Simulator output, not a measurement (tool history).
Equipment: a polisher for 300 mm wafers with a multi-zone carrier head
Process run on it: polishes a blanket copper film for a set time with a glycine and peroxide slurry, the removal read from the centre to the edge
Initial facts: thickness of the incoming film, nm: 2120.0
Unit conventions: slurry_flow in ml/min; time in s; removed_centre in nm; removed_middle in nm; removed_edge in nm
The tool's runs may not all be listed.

{"run": 1, "hour": 0.0, "slurry_flow": 195, "centre_zone": 1.0, "middle_zone": 1.0, "edge_zone": 1.0, "time": 88, "removed_centre": 540.0, "removed_middle": 538.6, "removed_edge": 540.81}
{"run": 2, "hour": 2.3, "slurry_flow": 185, "centre_zone": 0.96, "middle_zone": 1.01, "edge_zone": 0.97, "time": 78, "removed_centre": 447.42, "removed_middle": 484.0, "removed_edge": 466.07}
{"run": 3, "hour": 7.2, "slurry_flow": 185, "centre_zone": 0.96, "middle_zone": 1.01, "edge_zone": 0.97, "time": 60, "removed_centre": 351.82, "removed_middle": 372.91, "removed_edge": 365.09}
{"run": 4, "hour": 10.6, "slurry_flow": 185, "centre_zone": 0.96, "middle_zone": 1.01, "edge_zone": 0.97, "time": 79, "removed_centre": 459.34, "removed_middle": 490.29, "removed_edge": 472.68}
{"run": 5, "hour": 12.1, "slurry_flow": 185, "centre_zone": 0.96, "middle_zone": 0.97, "edge_zone": 0.97, "time": 79, "removed_centre": 460.63, "removed_middle": 471.8, "removed_edge": 477.78}
{"run": 6, "hour": 17.1, "slurry_flow": 145, "centre_zone": 0.96, "middle_zone": 0.97, "edge_zone": 0.97, "time": 79, "removed_centre": 429.68, "removed_middle": 453.45, "removed_edge": 456.58}
{"run": 7, "hour": 22.1, "slurry_flow": 140, "centre_zone": 0.94, "middle_zone": 0.98, "edge_zone": 0.95, "time": 72, "removed_centre": 393.21, "removed_middle": 407.94, "removed_edge": 407.97}
{"run": 8, "hour": 23.8, "slurry_flow": 140, "centre_zone": 0.91, "middle_zone": 1.01, "edge_zone": 0.95, "time": 66, "removed_centre": 337.59, "removed_middle": 385.6, "removed_edge": 373.43}
{"run": 9, "hour": 32.1, "slurry_flow": 135, "centre_zone": 0.89, "middle_zone": 1.02, "edge_zone": 0.93, "time": 63, "removed_centre": 319.41, "removed_middle": 373.17, "removed_edge": 355.06}

For run 10, what comes out?
{"run": 10, "hour": 37.2, "slurry_flow": 130, "centre_zone": 0.88, "middle_zone": 1.03, "edge_zone": 0.91, "time": 60, "removed_centre": "?", "removed_middle": "?", "removed_edge": "?"}

{"run 10": {"removed_centre": 293.53, "removed_middle": 350.08, "removed_edge": 329.43}}

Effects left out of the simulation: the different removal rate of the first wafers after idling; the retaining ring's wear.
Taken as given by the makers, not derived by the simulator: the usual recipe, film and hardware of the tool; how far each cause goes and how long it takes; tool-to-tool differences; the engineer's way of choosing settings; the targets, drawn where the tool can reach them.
